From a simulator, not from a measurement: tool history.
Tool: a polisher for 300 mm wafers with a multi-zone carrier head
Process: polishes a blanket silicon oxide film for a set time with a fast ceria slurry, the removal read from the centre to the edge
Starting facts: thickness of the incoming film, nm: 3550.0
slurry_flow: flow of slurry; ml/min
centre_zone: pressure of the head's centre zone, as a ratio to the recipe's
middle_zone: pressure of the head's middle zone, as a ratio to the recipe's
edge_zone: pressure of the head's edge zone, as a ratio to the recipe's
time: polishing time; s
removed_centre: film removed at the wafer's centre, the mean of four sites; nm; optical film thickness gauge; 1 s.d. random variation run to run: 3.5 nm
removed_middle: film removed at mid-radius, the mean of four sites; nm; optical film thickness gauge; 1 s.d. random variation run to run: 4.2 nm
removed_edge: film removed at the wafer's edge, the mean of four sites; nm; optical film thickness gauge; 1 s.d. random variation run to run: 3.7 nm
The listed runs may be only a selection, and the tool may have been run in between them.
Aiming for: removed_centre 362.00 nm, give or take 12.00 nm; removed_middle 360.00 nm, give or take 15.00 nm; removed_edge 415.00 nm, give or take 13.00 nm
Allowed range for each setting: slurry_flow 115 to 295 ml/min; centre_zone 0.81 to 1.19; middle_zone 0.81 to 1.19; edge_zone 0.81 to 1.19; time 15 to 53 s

run,hour,slurry_flow,centre_zone,middle_zone,edge_zone,time,removed_centre,removed_middle,removed_edge
1,0.0,190,1.00,1.00,1.00,34,487.47,475.99,482.18
2,1.6,175,0.95,0.95,0.98,33,448.78,437.65,457.07
3,4.0,165,0.91,0.91,0.98,32,404.49,404.15,446.49
4,6.5,165,0.91,0.91,0.98,23,296.97,301.48,320.51
5,7.7,165,0.91,0.91,0.98,20,254.96,255.22,280.35
6,10.4,175,0.92,0.92,1.03,23,302.89,294.82,328.86
7,14.8,190,0.91,0.94,1.08,24,311.93,318.19,350.92
8,22.6,190,0.91,0.94,1.08,24,315.87,320.85,360.10
9,30.2,210,0.92,0.95,1.12,24,322.20,321.47,362.92
10,30.8,210,0.92,0.95,1.14,25,336.74,342.31,387.74
11,37.9,220,0.93,0.95,1.16,25,339.27,350.09,390.93

Pick the move, out of 5, that brings all results within their allowed miss; only one does.
A,45.0,245,0.87,0.99,1.19,28,?,?,?
B,45.0,275,0.95,1.02,1.02,25,?,?,?
C,45.0,245,0.92,0.94,1.17,26,?,?,?
D,45.0,240,0.94,0.96,1.02,25,?,?,?
E,45.0,220,0.95,1.00,1.04,28,?,?,?

move,removed_centre,removed_middle,removed_edge
A,362.49,399.79,445.42
B,358.71,370.64,371.19
C,355.98,355.35,410.23
D,348.92,346.97,367.33
E,390.49,397.93,411.85
A: the furthest-off result lands on target, but another misses its tolerance
B: the furthest-off result lands on target, but another misses its tolerance
C: hits every target within its allowed miss
D: lands further from the targets than the last run did
E: carries the result that was furthest off beyond its target, to the other side
The move that meets every target is C.
